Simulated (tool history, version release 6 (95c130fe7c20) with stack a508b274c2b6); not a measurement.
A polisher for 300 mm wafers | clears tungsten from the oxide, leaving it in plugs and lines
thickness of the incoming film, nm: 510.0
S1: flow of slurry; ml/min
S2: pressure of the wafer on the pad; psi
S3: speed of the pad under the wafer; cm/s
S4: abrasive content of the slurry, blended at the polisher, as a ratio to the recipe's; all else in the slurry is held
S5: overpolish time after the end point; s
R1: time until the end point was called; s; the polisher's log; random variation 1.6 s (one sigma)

run	day	S1	S2	S3	S4	S5	R1
1	0.000	160	4.2	108	1.00	5	75.282
2	0.083	155	3.7	104	1.00	5	89.266
3	0.271	150	3.3	102	1.00	5	100.090
4	0.375	150	3.0	100	1.00	5	112.340
5	0.696	150	3.0	100	1.15	5	110.760
6	0.750	150	2.7	100	1.15	5	122.350

The next listed run, before its measurement:
7	0.829	150	2.5	100	1.15	5	?

R1: 132.090 s
